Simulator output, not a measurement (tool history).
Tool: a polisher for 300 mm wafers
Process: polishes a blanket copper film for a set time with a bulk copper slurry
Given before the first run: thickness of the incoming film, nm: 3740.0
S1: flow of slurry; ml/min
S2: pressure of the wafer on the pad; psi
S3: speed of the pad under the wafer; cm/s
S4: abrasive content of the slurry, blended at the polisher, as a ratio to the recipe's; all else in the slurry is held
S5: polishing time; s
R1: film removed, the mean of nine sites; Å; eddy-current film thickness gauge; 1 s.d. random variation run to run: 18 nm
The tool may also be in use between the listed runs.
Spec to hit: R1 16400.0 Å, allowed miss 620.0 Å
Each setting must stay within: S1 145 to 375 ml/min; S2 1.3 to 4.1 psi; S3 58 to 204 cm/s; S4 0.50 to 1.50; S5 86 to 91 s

run	day	S1	S2	S3	S4	S5	R1
1	0.000	240	2.7	130	1.00	86	11116.0
2	0.029	240	2.7	130	1.00	86	11153.0
3	0.304	215	2.7	130	1.00	86	11125.0
4	0.654	255	2.7	130	1.00	86	11150.0
5	0.725	255	2.9	130	1.00	86	11875.0
6	1.100	255	2.7	130	1.00	86	10858.0
7	1.196	255	2.7	130	1.00	86	10870.0
8	1.471	255	2.9	130	1.00	86	11996.0

Next run, 5 choices. One meets every target within its allowed miss, the rest don't. Which?
A	1.746	205	3.2	130	1.40	91	?
B	1.746	255	3.2	140	0.90	91	?
C	1.746	245	3.3	140	0.85	91	?
D	1.746	280	2.9	88	1.00	86	?
E	1.746	220	3.4	146	1.00	91	?

move	R1
A	14721.0
B	14520.0
C	14729.0
D	8215.9
E	16258.0
A: closer than the last run, but not yet in spec
B: closer than the last run, but not yet in spec
C: closer than the last run, but not yet in spec
D: misses by more than the last run did
E: each result inside its tolerance
Move E is the one to make.

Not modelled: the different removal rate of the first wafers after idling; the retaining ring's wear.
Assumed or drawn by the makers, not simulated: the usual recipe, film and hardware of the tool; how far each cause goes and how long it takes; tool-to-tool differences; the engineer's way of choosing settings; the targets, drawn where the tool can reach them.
